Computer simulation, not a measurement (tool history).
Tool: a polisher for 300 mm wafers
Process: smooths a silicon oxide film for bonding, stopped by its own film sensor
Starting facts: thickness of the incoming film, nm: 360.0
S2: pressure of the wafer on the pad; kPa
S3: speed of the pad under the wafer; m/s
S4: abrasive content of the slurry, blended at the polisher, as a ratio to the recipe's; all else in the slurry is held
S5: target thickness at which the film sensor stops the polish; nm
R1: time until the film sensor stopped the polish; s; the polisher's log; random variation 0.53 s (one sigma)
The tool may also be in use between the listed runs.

{"run": 1, "hour": 0.0, "flow of slurry (ml/min)": 190, "S2": 16.5, "S3": 0.74, "S4": 1, "S5": 332, "R1": 46.861}
{"run": 2, "hour": 2.9, "flow of slurry (ml/min)": 190, "S2": 16.5, "S3": 0.74, "S4": 1, "S5": 332, "R1": 47.112}
{"run": 3, "hour": 11.6, "flow of slurry (ml/min)": 190, "S2": 16.5, "S3": 0.74, "S4": 0.9, "S5": 332, "R1": 49.433}
{"run": 4, "hour": 13.3, "flow of slurry (ml/min)": 190, "S2": 17.9, "S3": 0.76, "S4": 0.9, "S5": 332, "R1": 46.118}
{"run": 5, "hour": 21.3, "flow of slurry (ml/min)": 190, "S2": 18.6, "S3": 0.8, "S4": 0.9, "S5": 332, "R1": 42.692}
{"run": 6, "hour": 25.7, "flow of slurry (ml/min)": 190, "S2": 19.3, "S3": 0.82, "S4": 0.9, "S5": 332, "R1": 41.768}
{"run": 7, "hour": 30.9, "flow of slurry (ml/min)": 190, "S2": 20, "S3": 0.86, "S4": 0.9, "S5": 332, "R1": 39.432}
{"run": 8, "hour": 31.5, "flow of slurry (ml/min)": 190, "S2": 20.7, "S3": 0.88, "S4": 0.9, "S5": 332, "R1": 36.036}
{"run": 9, "hour": 36.3, "flow of slurry (ml/min)": 190, "S2": 21.4, "S3": 0.9, "S4": 0.9, "S5": 332, "R1": 34.636}
{"run": 10, "hour": 44.1, "flow of slurry (ml/min)": 190, "S2": 22.1, "S3": 0.92, "S4": 0.9, "S5": 332, "R1": 33.541}

Estimate the outcome of run 11 from the log above:
{"run": 11, "hour": 53.1, "flow of slurry (ml/min)": 190, "S2": 22.8, "S3": 0.94, "S4": 0.9, "S5": 332, "R1": "?"}

Run 11 gave R1 33.087 s.
